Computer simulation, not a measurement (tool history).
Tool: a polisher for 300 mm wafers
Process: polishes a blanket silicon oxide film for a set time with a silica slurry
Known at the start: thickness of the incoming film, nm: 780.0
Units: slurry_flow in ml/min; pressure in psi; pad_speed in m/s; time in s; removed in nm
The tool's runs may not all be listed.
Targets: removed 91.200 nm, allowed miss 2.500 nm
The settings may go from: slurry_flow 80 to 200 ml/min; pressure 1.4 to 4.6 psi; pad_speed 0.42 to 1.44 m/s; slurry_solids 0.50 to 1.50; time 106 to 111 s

Run 1, hour 0.0: slurry_flow 130 ml/min, pressure 3.0 psi, pad_speed 0.92 m/s, slurry_solids 1.00, time 106 s. Result: removed 179.770 nm.
Run 2, hour 9.0: slurry_flow 130 ml/min, pressure 3.0 psi, pad_speed 0.92 m/s, slurry_solids 1.00, time 111 s. Result: removed 187.860 nm.
Run 3, hour 14.7: slurry_flow 125 ml/min, pressure 2.8 psi, pad_speed 0.90 m/s, slurry_solids 1.00, time 111 s. Result: removed 174.430 nm.
Run 4, hour 18.8: slurry_flow 125 ml/min, pressure 3.5 psi, pad_speed 0.90 m/s, slurry_solids 1.00, time 111 s. Result: removed 214.140 nm.
Run 5, hour 23.1: slurry_flow 100 ml/min, pressure 3.5 psi, pad_speed 0.90 m/s, slurry_solids 1.00, time 111 s. Result: removed 203.590 nm.
Run 6, hour 28.7: slurry_flow 100 ml/min, pressure 3.5 psi, pad_speed 0.90 m/s, slurry_solids 1.15, time 111 s. Result: removed 213.040 nm.
Run 7, hour 34.2: slurry_flow 100 ml/min, pressure 3.3 psi, pad_speed 0.88 m/s, slurry_solids 1.15, time 111 s. Result: removed 196.390 nm.
Run 8, hour 40.9: slurry_flow 100 ml/min, pressure 3.3 psi, pad_speed 0.88 m/s, slurry_solids 1.15, time 111 s. Result: removed 193.510 nm.
Run 9, hour 48.4: slurry_flow 100 ml/min, pressure 3.1 psi, pad_speed 0.86 m/s, slurry_solids 1.15, time 111 s. Result: removed 182.270 nm.
Run 10, hour 53.3: slurry_flow 100 ml/min, pressure 2.9 psi, pad_speed 0.84 m/s, slurry_solids 1.15, time 111 s. Result: removed 166.250 nm.
Run 11, hour 61.2: slurry_flow 100 ml/min, pressure 2.7 psi, pad_speed 0.82 m/s, slurry_solids 1.15, time 111 s. Result: removed 151.350 nm.
Run 12, hour 70.0: slurry_flow 100 ml/min, pressure 2.5 psi, pad_speed 0.82 m/s, slurry_solids 1.15, time 111 s. Result: removed 141.770 nm.
Run 13, hour 77.7: slurry_flow 100 ml/min, pressure 2.4 psi, pad_speed 0.82 m/s, slurry_solids 1.15, time 111 s. Result: removed 136.230 nm.
Run 14, hour 83.1: slurry_flow 100 ml/min, pressure 2.3 psi, pad_speed 0.82 m/s, slurry_solids 1.15, time 111 s. Result: removed 130.880 nm.
Run 15, hour 85.8: slurry_flow 100 ml/min, pressure 2.3 psi, pad_speed 0.82 m/s, slurry_solids 1.15, time 111 s. Result: removed 130.620 nm.
Run 16, hour 93.6: slurry_flow 100 ml/min, pressure 2.2 psi, pad_speed 0.82 m/s, slurry_solids 1.15, time 111 s. Result: removed 125.370 nm.
Run 17, hour 102.0: slurry_flow 100 ml/min, pressure 2.1 psi, pad_speed 0.82 m/s, slurry_solids 1.15, time 111 s. Result: removed 119.760 nm.
Run 18, hour 105.5: slurry_flow 100 ml/min, pressure 2.1 psi, pad_speed 0.82 m/s, slurry_solids 1.15, time 111 s. Result: removed 118.380 nm.

5 next moves are on the table. One of them brings every result within its allowed miss. Which?
Run A, hour 109.0: slurry_flow 90 ml/min, pressure 1.7 psi, pad_speed 0.84 m/s, slurry_solids 1.10, time 107 s. Result: removed ?.
Run B, hour 109.0: slurry_flow 110 ml/min, pressure 2.0 psi, pad_speed 0.72 m/s, slurry_solids 0.65, time 106 s. Result: removed ?.
Run C, hour 109.0: slurry_flow 125 ml/min, pressure 1.9 psi, pad_speed 0.58 m/s, slurry_solids 1.15, time 106 s. Result: removed ?.
Run D, hour 109.0: slurry_flow 120 ml/min, pressure 1.4 psi, pad_speed 0.90 m/s, slurry_solids 1.15, time 106 s. Result: removed ?.
Run E, hour 109.0: slurry_flow 85 ml/min, pressure 1.8 psi, pad_speed 0.74 m/s, slurry_solids 0.95, time 111 s. Result: removed ?.

move  removed
   A   91.769
   B   83.626
   C   83.501
   D   87.322
   E   85.296
A: meets every target
B: takes the result that was furthest off past its target
C: takes the result that was furthest off past its target
D: takes the result that was furthest off past its target
E: takes the result that was furthest off past its target
Answer: A

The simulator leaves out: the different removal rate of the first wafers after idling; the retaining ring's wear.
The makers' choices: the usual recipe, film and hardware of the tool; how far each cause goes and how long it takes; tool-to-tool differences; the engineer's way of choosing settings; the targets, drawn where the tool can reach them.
